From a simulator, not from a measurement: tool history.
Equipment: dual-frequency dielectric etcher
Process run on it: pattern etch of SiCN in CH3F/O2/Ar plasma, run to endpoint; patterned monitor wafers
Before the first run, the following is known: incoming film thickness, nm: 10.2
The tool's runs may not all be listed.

run,hour,source power (kW),bias power (kW),endpoint time (s)
1,0,0.49,0.103,22.396
2,0.6,0.49,0.087,23.712
3,4.6,0.55,0.087,22.504
4,9,0.55,0.076,23.575
5,9.7,0.55,0.094,22.149
6,15.8,0.48,0.094,23.197
7,16.8,0.54,0.099,21.878
8,18.9,0.58,0.102,21.295
9,27.2,0.61,0.106,20.615
10,35.6,0.63,0.108,20.249
11,39.7,0.64,0.11,19.908
12,42.8,0.64,0.11,20.055
13,48.9,0.65,0.111,19.901

Run 14 has not been measured yet. What should we expect?
14,51.4,0.66,0.112,?

endpoint time (s): 19.708
